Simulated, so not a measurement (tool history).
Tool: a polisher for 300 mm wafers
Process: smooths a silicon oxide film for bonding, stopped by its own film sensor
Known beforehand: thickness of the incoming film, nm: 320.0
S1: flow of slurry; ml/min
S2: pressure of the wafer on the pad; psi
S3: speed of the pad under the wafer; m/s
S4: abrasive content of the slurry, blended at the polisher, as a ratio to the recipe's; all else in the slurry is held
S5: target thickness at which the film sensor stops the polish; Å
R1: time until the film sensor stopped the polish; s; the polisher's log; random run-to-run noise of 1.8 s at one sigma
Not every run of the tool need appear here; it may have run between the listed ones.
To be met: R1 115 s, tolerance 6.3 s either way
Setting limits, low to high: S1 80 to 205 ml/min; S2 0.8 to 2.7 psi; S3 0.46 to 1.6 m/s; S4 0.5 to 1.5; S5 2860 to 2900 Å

run	hour	S1	S2	S3	S4	S5	R1
1	0	135	1.7	1.02	1	2860	59.915
2	0.7	135	1.4	0.98	1	2860	74.708
3	1.2	135	1.2	0.96	1	2860	89.202
4	2.3	135	1.2	0.96	1	2900	77.28
5	5.8	135	1.1	0.92	1	2900	85.37
6	12.4	145	1.1	0.92	1	2900	84.592
7	13.5	145	1	0.88	1	2900	97.033
8	16.8	145	0.9	0.86	1	2900	105.27

Which single option among these 4 for the next run brings every result within its allowed miss of target? Just one does.
A	20.1	140	1	0.84	0.95	2900	?
B	20.1	195	1.3	0.66	0.7	2900	?
C	20.1	125	0.8	1.02	1.05	2880	?
D	20.1	125	1.3	0.66	0.8	2890	?

move	R1
A	100.74
B	94.191
C	116.64
D	101.11
A: the biggest miss grows against the last run
B: the biggest miss grows against the last run
C: all results in spec
D: the biggest miss grows against the last run
C meets every target.
